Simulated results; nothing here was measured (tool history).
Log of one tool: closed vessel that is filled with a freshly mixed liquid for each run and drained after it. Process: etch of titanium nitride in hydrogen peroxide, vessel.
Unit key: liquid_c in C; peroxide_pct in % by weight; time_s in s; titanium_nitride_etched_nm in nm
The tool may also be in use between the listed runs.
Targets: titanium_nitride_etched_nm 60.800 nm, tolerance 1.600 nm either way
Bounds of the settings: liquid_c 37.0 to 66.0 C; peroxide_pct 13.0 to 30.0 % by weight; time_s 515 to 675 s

Run 1, hour 0.0: liquid_c 53.0 C, peroxide_pct 24.0 % by weight, time_s 675 s. Result: titanium_nitride_etched_nm 22.616 nm.
Run 2, hour 5.3: liquid_c 53.0 C, peroxide_pct 24.0 % by weight, time_s 675 s. Result: titanium_nitride_etched_nm 22.240 nm.
Run 3, hour 8.1: liquid_c 46.5 C, peroxide_pct 24.0 % by weight, time_s 675 s. Result: titanium_nitride_etched_nm 13.938 nm.
Run 4, hour 8.8: liquid_c 46.5 C, peroxide_pct 20.0 % by weight, time_s 675 s. Result: titanium_nitride_etched_nm 13.387 nm.
Run 5, hour 13.7: liquid_c 50.0 C, peroxide_pct 21.5 % by weight, time_s 675 s. Result: titanium_nitride_etched_nm 17.582 nm.
Run 6, hour 20.7: liquid_c 53.0 C, peroxide_pct 23.0 % by weight, time_s 675 s. Result: titanium_nitride_etched_nm 22.140 nm.
Run 7, hour 21.9: liquid_c 55.5 C, peroxide_pct 24.0 % by weight, time_s 675 s. Result: titanium_nitride_etched_nm 26.675 nm.
Run 8, hour 28.4: liquid_c 57.5 C, peroxide_pct 25.0 % by weight, time_s 675 s. Result: titanium_nitride_etched_nm 31.019 nm.
Run 9, hour 33.5: liquid_c 59.0 C, peroxide_pct 26.0 % by weight, time_s 675 s. Result: titanium_nitride_etched_nm 34.569 nm.
Run 10, hour 35.4: liquid_c 60.0 C, peroxide_pct 26.5 % by weight, time_s 675 s. Result: titanium_nitride_etched_nm 37.242 nm.
Run 11, hour 38.3: liquid_c 61.0 C, peroxide_pct 27.0 % by weight, time_s 675 s. Result: titanium_nitride_etched_nm 40.014 nm.
At hour 39.7: thermometer replaced.
Run 12, hour 39.7: liquid_c 62.0 C, peroxide_pct 27.5 % by weight, time_s 675 s. Result: titanium_nitride_etched_nm 47.987 nm.
Run 13, hour 45.4: liquid_c 62.5 C, peroxide_pct 27.5 % by weight, time_s 675 s. Result: titanium_nitride_etched_nm 49.571 nm.
Run 14, hour 52.2: liquid_c 63.0 C, peroxide_pct 27.5 % by weight, time_s 675 s. Result: titanium_nitride_etched_nm 51.439 nm.
Run 15, hour 57.2: liquid_c 63.5 C, peroxide_pct 27.5 % by weight, time_s 675 s. Result: titanium_nitride_etched_nm 53.111 nm.
Run 16, hour 60.3: liquid_c 64.0 C, peroxide_pct 27.5 % by weight, time_s 675 s. Result: titanium_nitride_etched_nm 55.126 nm.
Run 17, hour 61.7: liquid_c 64.5 C, peroxide_pct 27.5 % by weight, time_s 675 s. Result: titanium_nitride_etched_nm 56.638 nm.
Run 18, hour 65.3: liquid_c 65.0 C, peroxide_pct 27.5 % by weight, time_s 675 s. Result: titanium_nitride_etched_nm 59.763 nm.

4 candidate next runs follow, results not yet known. Just one meets every target within its allowed miss. Identify it.
Run A, hour 68.9: liquid_c 66.0 C, peroxide_pct 24.5 % by weight, time_s 675 s. Result: titanium_nitride_etched_nm ?.
Run B, hour 68.9: liquid_c 65.5 C, peroxide_pct 25.5 % by weight, time_s 645 s. Result: titanium_nitride_etched_nm ?.
Run C, hour 68.9: liquid_c 66.0 C, peroxide_pct 29.5 % by weight, time_s 605 s. Result: titanium_nitride_etched_nm ?.
Run D, hour 68.9: liquid_c 65.5 C, peroxide_pct 20.5 % by weight, time_s 675 s. Result: titanium_nitride_etched_nm ?.

move  titanium_nitride_etched_nm
   A                      61.359
   B                      57.235
   C                      57.286
   D                      57.133
A: all results in spec
B: its largest miss is bigger than the last run's
C: its largest miss is bigger than the last run's
D: its largest miss is bigger than the last run's
Answer: A
